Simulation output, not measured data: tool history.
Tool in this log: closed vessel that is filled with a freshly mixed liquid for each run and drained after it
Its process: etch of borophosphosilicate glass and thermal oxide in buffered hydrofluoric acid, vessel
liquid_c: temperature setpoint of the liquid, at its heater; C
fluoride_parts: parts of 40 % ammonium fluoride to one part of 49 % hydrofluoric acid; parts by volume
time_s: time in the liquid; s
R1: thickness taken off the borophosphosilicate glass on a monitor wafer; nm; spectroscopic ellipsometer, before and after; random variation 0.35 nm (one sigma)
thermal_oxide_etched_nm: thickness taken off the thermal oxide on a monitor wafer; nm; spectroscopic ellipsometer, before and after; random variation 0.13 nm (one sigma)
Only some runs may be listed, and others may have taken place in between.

run 1 hour=0 | liquid_c=24 fluoride_parts=18.5 time_s=60 | R1=90.719 thermal_oxide_etched_nm=35.747
run 2 hour=4.5 | liquid_c=24 fluoride_parts=14.5 time_s=60 | R1=115.07 thermal_oxide_etched_nm=44.695
run 3 hour=8.1 | liquid_c=22.5 fluoride_parts=14.5 time_s=60 | R1=106.24 thermal_oxide_etched_nm=40.963
run 4 hour=12.3 | liquid_c=21 fluoride_parts=18 time_s=60 | R1=78.343 thermal_oxide_etched_nm=30.833
run 5 hour=18.4 | liquid_c=19 fluoride_parts=18 time_s=60 | R1=71.223 thermal_oxide_etched_nm=27.734
run 6 hour=20.4 | liquid_c=19 fluoride_parts=18 time_s=80 | R1=93.641 thermal_oxide_etched_nm=37.133
run 7 hour=22.9 | liquid_c=18.5 fluoride_parts=21 time_s=75 | R1=74.296 thermal_oxide_etched_nm=29.192
run 8 hour=29.7 | liquid_c=18 fluoride_parts=23.5 time_s=75 | R1=67.857 thermal_oxide_etched_nm=26.859
run 9 hour=30.9 | liquid_c=17.5 fluoride_parts=25 time_s=70 | R1=59.349 thermal_oxide_etched_nm=23.116
run 10 hour=33 | liquid_c=17.5 fluoride_parts=26.5 time_s=65 | R1=51.649 thermal_oxide_etched_nm=20.66
run 11 hour=40.4 | liquid_c=17.5 fluoride_parts=26.5 time_s=65 | R1=52.824 thermal_oxide_etched_nm=20.557

Estimate the outcome of run 12 from the log above:
run 12 hour=42.7 | liquid_c=17.5 fluoride_parts=27.5 time_s=60 | R1=? thermal_oxide_etched_nm=?

Logged for run 12: R1 46.854 nm, thermal_oxide_etched_nm 18.411 nm.
